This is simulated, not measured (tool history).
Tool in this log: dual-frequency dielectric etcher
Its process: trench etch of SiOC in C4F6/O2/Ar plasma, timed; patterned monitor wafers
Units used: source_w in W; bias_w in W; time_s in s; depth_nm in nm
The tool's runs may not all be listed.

run 1 hour=0.0 | source_w=400 bias_w=251 time_s=12.5 | depth_nm=28.330
run 2 hour=6.2 | source_w=450 bias_w=251 time_s=12.5 | depth_nm=29.159
run 3 hour=13.0 | source_w=470 bias_w=260 time_s=12.5 | depth_nm=30.208
run 4 hour=17.1 | source_w=470 bias_w=260 time_s=11.5 | depth_nm=27.639
run 5 hour=20.2 | source_w=480 bias_w=274 time_s=11.5 | depth_nm=28.256
run 6 hour=26.5 | source_w=530 bias_w=274 time_s=11.5 | depth_nm=29.084
run 7 hour=28.6 | source_w=530 bias_w=274 time_s=11.5 | depth_nm=29.133
run 8 hour=34.5 | source_w=530 bias_w=282 time_s=11.5 | depth_nm=29.787
run 9 hour=40.4 | source_w=530 bias_w=290 time_s=11.5 | depth_nm=29.748
run 10 hour=41.8 | source_w=530 bias_w=297 time_s=11.5 | depth_nm=30.099
run 11 hour=49.6 | source_w=530 bias_w=305 time_s=11.5 | depth_nm=30.377

Run 12 has not been measured yet. What should we expect?
run 12 hour=51.4 | source_w=560 bias_w=340 time_s=12.0 | depth_nm=?

depth_nm: 33.427 nm
